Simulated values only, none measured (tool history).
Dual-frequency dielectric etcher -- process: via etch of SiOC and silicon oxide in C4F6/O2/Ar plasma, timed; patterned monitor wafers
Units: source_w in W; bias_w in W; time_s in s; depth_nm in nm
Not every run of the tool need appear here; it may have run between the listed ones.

run 1 hour=0.0 | source_w=280 bias_w=153 time_s=73.5 | depth_nm=68.554
run 2 hour=7.8 | source_w=280 bias_w=130 time_s=73.5 | depth_nm=64.008
run 3 hour=12.3 | source_w=280 bias_w=130 time_s=76.5 | depth_nm=66.935
run 4 hour=20.6 | source_w=270 bias_w=130 time_s=76.5 | depth_nm=65.610
run 5 hour=24.7 | source_w=270 bias_w=130 time_s=76.5 | depth_nm=66.317
run 6 hour=33.3 | source_w=290 bias_w=130 time_s=76.5 | depth_nm=67.733
run 7 hour=42.1 | source_w=280 bias_w=129 time_s=76.5 | depth_nm=66.987
run 8 hour=44.0 | source_w=270 bias_w=129 time_s=76.5 | depth_nm=65.999

Run 9 comes next. What will it give?
run 9 hour=45.4 | source_w=260 bias_w=129 time_s=76.5 | depth_nm=?

depth_nm: 65.155 nm

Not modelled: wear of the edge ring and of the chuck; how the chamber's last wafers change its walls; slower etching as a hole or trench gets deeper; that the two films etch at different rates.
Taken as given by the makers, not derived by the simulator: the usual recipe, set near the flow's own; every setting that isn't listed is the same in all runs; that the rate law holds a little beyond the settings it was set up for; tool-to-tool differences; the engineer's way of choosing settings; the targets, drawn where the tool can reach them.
